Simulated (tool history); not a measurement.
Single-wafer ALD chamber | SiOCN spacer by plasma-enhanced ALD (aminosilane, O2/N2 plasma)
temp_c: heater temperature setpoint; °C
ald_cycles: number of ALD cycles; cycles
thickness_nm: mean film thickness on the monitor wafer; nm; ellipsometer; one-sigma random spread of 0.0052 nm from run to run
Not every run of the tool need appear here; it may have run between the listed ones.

run 1 hour=0 | temp_c=410 ald_cycles=47 | thickness_nm=2.6394
run 2 hour=1.7 | temp_c=405 ald_cycles=47 | thickness_nm=2.6845
run 3 hour=5.1 | temp_c=405 ald_cycles=52 | thickness_nm=2.9788
run 4 hour=7.9 | temp_c=412 ald_cycles=52 | thickness_nm=2.8862
run 5 hour=15.3 | temp_c=414 ald_cycles=50 | thickness_nm=2.7654
run 6 hour=23.8 | temp_c=415 ald_cycles=49 | thickness_nm=2.6862
run 7 hour=26 | temp_c=417 ald_cycles=48 | thickness_nm=2.6161
run 8 hour=34.2 | temp_c=418 ald_cycles=47 | thickness_nm=2.5627
run 9 hour=35.6 | temp_c=419 ald_cycles=46 | thickness_nm=2.5032
run 10 hour=37.5 | temp_c=420 ald_cycles=45 | thickness_nm=2.4507
run 11 hour=45 | temp_c=421 ald_cycles=44 | thickness_nm=2.3781
run 12 hour=51.4 | temp_c=422 ald_cycles=43 | thickness_nm=2.3137

Run 13 comes next. What will it give?
run 13 hour=60.2 | temp_c=423 ald_cycles=42 | thickness_nm=?

thickness_nm: 2.2511 nm
